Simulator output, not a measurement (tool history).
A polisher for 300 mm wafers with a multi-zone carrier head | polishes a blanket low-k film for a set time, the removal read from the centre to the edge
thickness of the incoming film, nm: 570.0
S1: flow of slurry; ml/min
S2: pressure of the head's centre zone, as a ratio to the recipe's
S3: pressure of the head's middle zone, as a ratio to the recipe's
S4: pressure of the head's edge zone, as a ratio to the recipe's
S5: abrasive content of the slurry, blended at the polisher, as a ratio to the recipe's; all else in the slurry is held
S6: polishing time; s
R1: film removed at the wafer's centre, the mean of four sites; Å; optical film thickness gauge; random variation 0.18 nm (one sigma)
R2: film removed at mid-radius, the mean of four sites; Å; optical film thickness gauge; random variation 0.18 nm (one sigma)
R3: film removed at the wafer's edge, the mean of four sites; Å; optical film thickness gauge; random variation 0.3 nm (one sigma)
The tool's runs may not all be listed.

| run | hour | S1 | S2 | S3 | S4 | S5 | S6 | R1 | R2 | R3 |
|---|---|---|---|---|---|---|---|---|---|---|
| 1 | 0 | 155 | 1 | 1 | 1 | 1 | 57 | 228.48 | 238.72 | 235.61 |
| 2 | 8.5 | 150 | 1.01 | 0.99 | 0.98 | 1 | 57 | 229.2 | 234.67 | 231.92 |
| 3 | 10.8 | 145 | 1.01 | 0.99 | 0.96 | 1 | 57 | 230.23 | 233.22 | 225.18 |
| 4 | 17 | 145 | 1.01 | 0.91 | 0.96 | 1 | 57 | 229.12 | 217.84 | 230.19 |
| 5 | 25 | 145 | 1.01 | 0.91 | 0.96 | 1 | 66 | 263.82 | 254 | 263.24 |
| 6 | 33.5 | 140 | 1.01 | 0.91 | 0.94 | 0.95 | 66 | 259.4 | 248.39 | 254.12 |

The next listed run, before its measurement:
| 7 | 37.1 | 125 | 0.99 | 0.91 | 0.84 | 0.7 | 66 | ? | ? | ? |

R1: 216.74 Å
R2: 208.89 Å
R3: 218.23 Å
